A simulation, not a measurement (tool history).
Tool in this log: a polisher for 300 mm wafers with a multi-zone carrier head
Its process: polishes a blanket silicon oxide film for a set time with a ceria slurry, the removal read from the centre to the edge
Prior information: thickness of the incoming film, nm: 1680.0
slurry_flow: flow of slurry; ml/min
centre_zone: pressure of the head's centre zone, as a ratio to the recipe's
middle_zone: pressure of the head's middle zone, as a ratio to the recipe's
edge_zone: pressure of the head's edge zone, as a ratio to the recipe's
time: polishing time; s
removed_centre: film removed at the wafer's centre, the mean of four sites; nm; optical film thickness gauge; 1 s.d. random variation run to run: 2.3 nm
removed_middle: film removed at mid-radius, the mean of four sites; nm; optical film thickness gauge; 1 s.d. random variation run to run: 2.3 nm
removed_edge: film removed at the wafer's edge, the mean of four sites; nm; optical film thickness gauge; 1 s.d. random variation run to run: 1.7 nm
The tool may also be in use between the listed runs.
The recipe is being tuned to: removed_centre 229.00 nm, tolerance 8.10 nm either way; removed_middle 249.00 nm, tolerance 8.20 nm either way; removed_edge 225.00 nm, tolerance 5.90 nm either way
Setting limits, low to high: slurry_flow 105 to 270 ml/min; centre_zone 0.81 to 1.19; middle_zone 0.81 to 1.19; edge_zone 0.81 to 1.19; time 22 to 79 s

{"run": 1, "hour": 0.0, "slurry_flow": 175, "centre_zone": 1.0, "middle_zone": 1.0, "edge_zone": 1.0, "time": 50, "removed_centre": 292.84, "removed_middle": 270.04, "removed_edge": 291.69}
{"run": 2, "hour": 8.8, "slurry_flow": 175, "centre_zone": 1.0, "middle_zone": 1.0, "edge_zone": 1.0, "time": 42, "removed_centre": 246.74, "removed_middle": 230.29, "removed_edge": 240.87}
{"run": 3, "hour": 12.3, "slurry_flow": 175, "centre_zone": 1.0, "middle_zone": 0.97, "edge_zone": 1.0, "time": 42, "removed_centre": 244.02, "removed_middle": 226.45, "removed_edge": 244.14}
{"run": 4, "hour": 14.4, "slurry_flow": 170, "centre_zone": 0.98, "middle_zone": 1.02, "edge_zone": 0.98, "time": 42, "removed_centre": 234.07, "removed_middle": 234.8, "removed_edge": 238.86}
{"run": 5, "hour": 17.4, "slurry_flow": 170, "centre_zone": 0.98, "middle_zone": 1.09, "edge_zone": 0.98, "time": 42, "removed_centre": 233.35, "removed_middle": 250.25, "removed_edge": 241.6}
{"run": 6, "hour": 18.5, "slurry_flow": 195, "centre_zone": 0.98, "middle_zone": 1.09, "edge_zone": 0.98, "time": 42, "removed_centre": 245.61, "removed_middle": 251.73, "removed_edge": 243.51}
{"run": 7, "hour": 20.9, "slurry_flow": 185, "centre_zone": 0.98, "middle_zone": 1.09, "edge_zone": 0.95, "time": 42, "removed_centre": 238.68, "removed_middle": 249.26, "removed_edge": 238.76}
{"run": 8, "hour": 27.5, "slurry_flow": 180, "centre_zone": 0.98, "middle_zone": 1.1, "edge_zone": 0.92, "time": 42, "removed_centre": 238.15, "removed_middle": 253.48, "removed_edge": 235.2}
{"run": 9, "hour": 32.5, "slurry_flow": 175, "centre_zone": 0.98, "middle_zone": 1.1, "edge_zone": 0.91, "time": 42, "removed_centre": 238.25, "removed_middle": 245.7, "removed_edge": 231.11}

Next run, 4 choices. One meets every target within its allowed miss, the rest don't. Which?
{"run": "A", "hour": 37.5, "slurry_flow": 160, "centre_zone": 0.95, "middle_zone": 1.19, "edge_zone": 1.0, "time": 39, "removed_centre": "?", "removed_middle": "?", "removed_edge": "?"}
{"run": "B", "hour": 37.5, "slurry_flow": 140, "centre_zone": 0.98, "middle_zone": 1.1, "edge_zone": 0.9, "time": 39, "removed_centre": "?", "removed_middle": "?", "removed_edge": "?"}
{"run": "C", "hour": 37.5, "slurry_flow": 210, "centre_zone": 0.92, "middle_zone": 1.07, "edge_zone": 0.83, "time": 42, "removed_centre": "?", "removed_middle": "?", "removed_edge": "?"}
{"run": "D", "hour": 37.5, "slurry_flow": 180, "centre_zone": 1.05, "middle_zone": 1.13, "edge_zone": 0.83, "time": 42, "removed_centre": "?", "removed_middle": "?", "removed_edge": "?"}

move=A removed_centre=210.67 removed_middle=248.01 removed_edge=220.75
move=B removed_centre=211.93 removed_middle=226.75 removed_edge=207.05
move=C removed_centre=229.12 removed_middle=253.38 removed_edge=224.69
move=D removed_centre=255.86 removed_middle=259.87 removed_edge=221.11
A: carries the result that was furthest off beyond its target, to the other side
B: carries the result that was furthest off beyond its target, to the other side
C: each result inside its tolerance
D: misses by more than the last run did
Go with C: it meets all targets.
